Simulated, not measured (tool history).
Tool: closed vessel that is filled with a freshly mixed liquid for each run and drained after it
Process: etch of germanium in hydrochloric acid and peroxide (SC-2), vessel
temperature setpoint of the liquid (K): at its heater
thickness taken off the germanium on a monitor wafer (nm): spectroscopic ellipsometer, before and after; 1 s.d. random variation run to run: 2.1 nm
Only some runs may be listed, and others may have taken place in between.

| run | hour | temperature setpoint of the liquid (K) | parts of water to one part each of 37 % hydrochloric acid and 30 % peroxide (parts by volume) | time in the liquid (s) | thickness taken off the germanium on a monitor wafer (nm) |
|---|---|---|---|---|---|
| 1 | 0.0 | 332.15 | 6.5 | 105 | 362.36 |
| 2 | 4.7 | 334.15 | 6.5 | 105 | 383.53 |
| 3 | 7.0 | 334.15 | 5.0 | 105 | 390.75 |
| 4 | 8.0 | 335.65 | 5.0 | 105 | 408.00 |
| 5 | 9.2 | 336.65 | 5.0 | 105 | 420.59 |
| 6 | 17.6 | 337.65 | 5.0 | 105 | 430.87 |

What does the tool deliver on the next run?
| 7 | 25.5 | 338.65 | 5.0 | 105 | ? |

thickness taken off the germanium on a monitor wafer (nm): 446.03
